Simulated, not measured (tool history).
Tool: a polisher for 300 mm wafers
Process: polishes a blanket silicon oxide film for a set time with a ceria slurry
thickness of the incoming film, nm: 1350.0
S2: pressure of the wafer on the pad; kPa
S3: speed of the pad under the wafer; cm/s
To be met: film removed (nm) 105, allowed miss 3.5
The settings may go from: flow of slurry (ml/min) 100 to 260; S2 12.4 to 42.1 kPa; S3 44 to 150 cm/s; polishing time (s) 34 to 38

{"run": 1, "hour": 0.0, "flow of slurry (ml/min)": 165, "S2": 26.9, "S3": 96, "polishing time (s)": 38, "film removed (nm)": 199.02}
{"run": 2, "hour": 5.7, "flow of slurry (ml/min)": 140, "S2": 26.9, "S3": 96, "polishing time (s)": 38, "film removed (nm)": 196.3}
{"run": 3, "hour": 11.1, "flow of slurry (ml/min)": 140, "S2": 26.9, "S3": 110, "polishing time (s)": 38, "film removed (nm)": 225.91}
{"run": 4, "hour": 18.3, "flow of slurry (ml/min)": 140, "S2": 23.4, "S3": 110, "polishing time (s)": 38, "film removed (nm)": 197.35}
{"run": 5, "hour": 27.0, "flow of slurry (ml/min)": 140, "S2": 26.2, "S3": 110, "polishing time (s)": 38, "film removed (nm)": 220.66}
{"run": 6, "hour": 32.3, "flow of slurry (ml/min)": 180, "S2": 26.2, "S3": 110, "polishing time (s)": 38, "film removed (nm)": 225.79}
{"run": 7, "hour": 37.3, "flow of slurry (ml/min)": 180, "S2": 22.8, "S3": 104, "polishing time (s)": 38, "film removed (nm)": 188.5}
{"run": 8, "hour": 43.0, "flow of slurry (ml/min)": 180, "S2": 20, "S3": 100, "polishing time (s)": 38, "film removed (nm)": 161.22}
{"run": 9, "hour": 47.6, "flow of slurry (ml/min)": 180, "S2": 17.9, "S3": 98, "polishing time (s)": 38, "film removed (nm)": 140.05}
{"run": 10, "hour": 48.1, "flow of slurry (ml/min)": 175, "S2": 16.5, "S3": 98, "polishing time (s)": 38, "film removed (nm)": 134.73}
{"run": 11, "hour": 55.4, "flow of slurry (ml/min)": 170, "S2": 15.9, "S3": 96, "polishing time (s)": 38, "film removed (nm)": 123.03}
{"run": 12, "hour": 57.6, "flow of slurry (ml/min)": 160, "S2": 15.2, "S3": 96, "polishing time (s)": 38, "film removed (nm)": 119.18}
{"run": 13, "hour": 61.1, "flow of slurry (ml/min)": 155, "S2": 14.5, "S3": 96, "polishing time (s)": 38, "film removed (nm)": 112.57}
{"run": 14, "hour": 62.5, "flow of slurry (ml/min)": 150, "S2": 14.5, "S3": 96, "polishing time (s)": 38, "film removed (nm)": 108.28}
{"run": 15, "hour": 68.3, "flow of slurry (ml/min)": 145, "S2": 14.5, "S3": 96, "polishing time (s)": 38, "film removed (nm)": 107.88}
{"run": 16, "hour": 74.3, "flow of slurry (ml/min)": 140, "S2": 14.5, "S3": 96, "polishing time (s)": 38, "film removed (nm)": 108.93}

5 next moves are on the table. One of them brings every result within its allowed miss. Which?
{"run": "A", "hour": 80.3, "flow of slurry (ml/min)": 190, "S2": 16.5, "S3": 76, "polishing time (s)": 38, "film removed (nm)": "?"}
{"run": "B", "hour": 80.3, "flow of slurry (ml/min)": 135, "S2": 19.3, "S3": 76, "polishing time (s)": 38, "film removed (nm)": "?"}
{"run": "C", "hour": 80.3, "flow of slurry (ml/min)": 125, "S2": 15.2, "S3": 108, "polishing time (s)": 34, "film removed (nm)": "?"}
{"run": "D", "hour": 80.3, "flow of slurry (ml/min)": 135, "S2": 16.5, "S3": 88, "polishing time (s)": 38, "film removed (nm)": "?"}
{"run": "E", "hour": 80.3, "flow of slurry (ml/min)": 175, "S2": 17.2, "S3": 80, "polishing time (s)": 38, "film removed (nm)": "?"}

move=A film_removed_(nm)=104.31
move=B film_removed_(nm)=113.63
move=C film_removed_(nm)=111.54
move=D film_removed_(nm)=112.97
move=E film_removed_(nm)=112.5
A: meets every target
B: further off than the last run
C: further off than the last run
D: further off than the last run
E: further off than the last run
Move A is the one to make.

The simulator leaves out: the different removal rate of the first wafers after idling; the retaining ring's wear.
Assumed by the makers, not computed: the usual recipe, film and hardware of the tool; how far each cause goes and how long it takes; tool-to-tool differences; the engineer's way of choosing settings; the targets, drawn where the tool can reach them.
